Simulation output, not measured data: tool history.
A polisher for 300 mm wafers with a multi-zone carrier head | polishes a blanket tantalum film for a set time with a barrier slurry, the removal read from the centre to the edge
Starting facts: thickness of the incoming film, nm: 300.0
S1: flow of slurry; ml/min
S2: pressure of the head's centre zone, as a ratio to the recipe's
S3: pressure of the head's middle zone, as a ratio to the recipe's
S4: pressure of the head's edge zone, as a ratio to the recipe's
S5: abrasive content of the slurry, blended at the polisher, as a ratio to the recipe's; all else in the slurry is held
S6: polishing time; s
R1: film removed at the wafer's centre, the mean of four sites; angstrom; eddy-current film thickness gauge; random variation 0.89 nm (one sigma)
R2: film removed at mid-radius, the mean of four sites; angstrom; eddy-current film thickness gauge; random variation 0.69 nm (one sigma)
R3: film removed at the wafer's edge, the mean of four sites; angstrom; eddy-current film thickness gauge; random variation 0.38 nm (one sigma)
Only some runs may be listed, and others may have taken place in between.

run	hour	S1	S2	S3	S4	S5	S6	R1	R2	R3
1	0.0	205	1.00	1.00	1.00	1.00	52	808.01	774.44	779.11
2	6.7	205	1.00	1.08	1.00	1.00	52	778.66	803.39	782.32
3	9.2	205	1.00	1.17	1.00	1.00	52	793.90	857.66	780.05
4	12.7	200	1.05	1.09	0.97	0.85	49	741.90	717.32	678.74
5	13.5	200	1.05	1.09	0.97	1.05	49	768.29	760.45	742.72
6	16.6	200	1.05	1.09	0.89	1.05	49	804.07	760.12	706.32
7	20.8	185	1.06	1.02	0.89	0.90	48	737.50	683.29	646.98
8	24.0	180	1.09	0.96	0.90	0.75	47	677.66	590.07	596.76
9	25.0	175	1.11	0.93	0.88	0.70	47	691.41	552.87	573.32
10	29.2	170	1.11	0.92	0.86	0.70	47	674.26	562.62	560.73
11	30.5	160	1.16	0.82	0.86	0.55	47	609.42	449.99	491.93

Forecast run 12:
12	39.6	180	1.15	0.84	0.86	0.55	47	?	?	?

Run 12 gave R1 622.13 angstrom, R2 472.77 angstrom, R3 496.08 angstrom.
